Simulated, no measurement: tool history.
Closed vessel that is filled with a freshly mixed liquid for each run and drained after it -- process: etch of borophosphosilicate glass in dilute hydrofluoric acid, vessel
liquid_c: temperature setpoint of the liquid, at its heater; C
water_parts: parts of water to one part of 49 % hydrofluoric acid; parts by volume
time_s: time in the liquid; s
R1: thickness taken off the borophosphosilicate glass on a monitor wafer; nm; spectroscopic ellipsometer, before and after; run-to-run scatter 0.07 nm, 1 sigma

run 1 hour=0.0 | liquid_c=26.0 water_parts=85 time_s=35 | R1=34.020
run 2 hour=7.1 | liquid_c=29.5 water_parts=85 time_s=35 | R1=39.041
run 3 hour=12.4 | liquid_c=29.5 water_parts=85 time_s=35 | R1=39.135
run 4 hour=21.2 | liquid_c=31.5 water_parts=85 time_s=35 | R1=42.167
run 5 hour=25.6 | liquid_c=28.5 water_parts=90 time_s=35 | R1=35.171
run 6 hour=33.6 | liquid_c=28.5 water_parts=90 time_s=35 | R1=35.438
run 7 hour=34.9 | liquid_c=26.0 water_parts=95 time_s=35 | R1=30.046
run 8 hour=43.6 | liquid_c=24.0 water_parts=100 time_s=35 | R1=26.189
run 9 hour=44.9 | liquid_c=22.5 water_parts=105 time_s=35 | R1=23.456

Run 10 comes next. What will it give?
run 10 hour=48.4 | liquid_c=21.5 water_parts=110 time_s=35 | R1=?

Run 10 measured R1 21.424 nm.
